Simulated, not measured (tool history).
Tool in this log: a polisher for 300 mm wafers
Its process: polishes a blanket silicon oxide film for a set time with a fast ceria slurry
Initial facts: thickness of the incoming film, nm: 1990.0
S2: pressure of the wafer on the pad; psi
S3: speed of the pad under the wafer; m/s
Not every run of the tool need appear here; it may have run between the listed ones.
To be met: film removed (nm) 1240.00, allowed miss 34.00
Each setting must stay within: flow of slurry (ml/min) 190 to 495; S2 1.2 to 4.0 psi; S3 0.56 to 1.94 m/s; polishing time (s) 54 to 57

Run 1, day 0.000: flow of slurry (ml/min) 320, S2 2.6 psi, S3 1.24 m/s, polishing time (s) 54. Result: film removed (nm) 965.49.
Run 2, day 0.325: flow of slurry (ml/min) 320, S2 2.6 psi, S3 1.24 m/s, polishing time (s) 54. Result: film removed (nm) 962.73.
Run 3, day 0.583: flow of slurry (ml/min) 365, S2 2.6 psi, S3 1.24 m/s, polishing time (s) 54. Result: film removed (nm) 958.65.
Run 4, day 0.850: flow of slurry (ml/min) 365, S2 3.0 psi, S3 1.24 m/s, polishing time (s) 54. Result: film removed (nm) 1119.20.
At day 1.004: head pressure recalibrated.
Run 5, day 1.004: flow of slurry (ml/min) 365, S2 3.0 psi, S3 1.50 m/s, polishing time (s) 54. Result: film removed (nm) 1524.80.
Run 6, day 1.246: flow of slurry (ml/min) 300, S2 3.0 psi, S3 1.50 m/s, polishing time (s) 54. Result: film removed (nm) 1495.90.
Run 7, day 1.367: flow of slurry (ml/min) 300, S2 2.9 psi, S3 1.50 m/s, polishing time (s) 54. Result: film removed (nm) 1447.30.
Run 8, day 1.625: flow of slurry (ml/min) 300, S2 2.8 psi, S3 1.50 m/s, polishing time (s) 54. Result: film removed (nm) 1391.20.
Run 9, day 1.975: flow of slurry (ml/min) 300, S2 2.6 psi, S3 1.50 m/s, polishing time (s) 54. Result: film removed (nm) 1297.80.

Which of these 5 next moves meets every target?
Run A, day 2.325: flow of slurry (ml/min) 335, S2 2.8 psi, S3 1.44 m/s, polishing time (s) 54. Result: film removed (nm) ?.
Run B, day 2.325: flow of slurry (ml/min) 245, S2 2.6 psi, S3 1.60 m/s, polishing time (s) 54. Result: film removed (nm) ?.
Run C, day 2.325: flow of slurry (ml/min) 335, S2 2.5 psi, S3 1.60 m/s, polishing time (s) 55. Result: film removed (nm) ?.
Run D, day 2.325: flow of slurry (ml/min) 300, S2 2.3 psi, S3 1.70 m/s, polishing time (s) 57. Result: film removed (nm) ?.
Run E, day 2.325: flow of slurry (ml/min) 190, S2 2.5 psi, S3 1.54 m/s, polishing time (s) 56. Result: film removed (nm) ?.

move  film removed (nm)
   A            1354.40
   B            1351.10
   C            1369.50
   D            1374.90
   E            1251.00
A: misses by more than the last run did
B: misses by more than the last run did
C: misses by more than the last run did
D: misses by more than the last run did
E: every result within its allowed miss
Move E is the one to make.
